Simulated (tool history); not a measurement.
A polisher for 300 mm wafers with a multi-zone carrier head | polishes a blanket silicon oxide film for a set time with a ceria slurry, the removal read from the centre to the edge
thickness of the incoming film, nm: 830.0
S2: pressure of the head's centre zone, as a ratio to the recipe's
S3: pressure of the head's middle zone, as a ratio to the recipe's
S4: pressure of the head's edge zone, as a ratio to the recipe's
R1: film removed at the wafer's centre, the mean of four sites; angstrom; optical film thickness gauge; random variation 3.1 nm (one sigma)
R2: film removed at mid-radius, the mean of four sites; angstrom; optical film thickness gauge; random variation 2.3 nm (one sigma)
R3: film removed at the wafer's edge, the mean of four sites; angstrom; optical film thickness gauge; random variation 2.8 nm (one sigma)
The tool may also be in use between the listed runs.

{"run": 1, "hour": 0.0, "flow of slurry (ml/min)": 240, "S2": 1, "S3": 1, "S4": 1, "polishing time (s)": 58, "R1": 2115.4, "R2": 2086.7, "R3": 2201.9}
{"run": 2, "hour": 7.2, "flow of slurry (ml/min)": 245, "S2": 1, "S3": 1.01, "S4": 1.03, "polishing time (s)": 60, "R1": 2132.3, "R2": 2193.9, "R3": 2315.1}
{"run": 3, "hour": 10.9, "flow of slurry (ml/min)": 250, "S2": 1.02, "S3": 1.01, "S4": 1.06, "polishing time (s)": 62, "R1": 2258.1, "R2": 2294.8, "R3": 2365}
{"run": 4, "hour": 17.7, "flow of slurry (ml/min)": 250, "S2": 1.01, "S3": 1, "S4": 1.06, "polishing time (s)": 65, "R1": 2344.9, "R2": 2390.6, "R3": 2465.6}
{"hour": 25.2, "done": "slurry nozzle cleaned"}
{"run": 5, "hour": 25.2, "flow of slurry (ml/min)": 250, "S2": 0.95, "S3": 1, "S4": 1.06, "polishing time (s)": 65, "R1": 2305.2, "R2": 2483.4, "R3": 2556}
{"run": 6, "hour": 27.8, "flow of slurry (ml/min)": 255, "S2": 0.95, "S3": 0.98, "S4": 1.07, "polishing time (s)": 67, "R1": 2338.3, "R2": 2527, "R3": 2659.6}
{"run": 7, "hour": 35.1, "flow of slurry (ml/min)": 260, "S2": 0.96, "S3": 0.97, "S4": 1.07, "polishing time (s)": 68, "R1": 2436.2, "R2": 2538.8, "R3": 2642.5}

Run 8 comes next. What will it give?
{"run": 8, "hour": 38.3, "flow of slurry (ml/min)": 250, "S2": 0.96, "S3": 0.95, "S4": 1.08, "polishing time (s)": 69, "R1": "?", "R2": "?", "R3": "?"}

{"run 8": {"R1": 2464, "R2": 2505.1, "R3": 2777.3}}
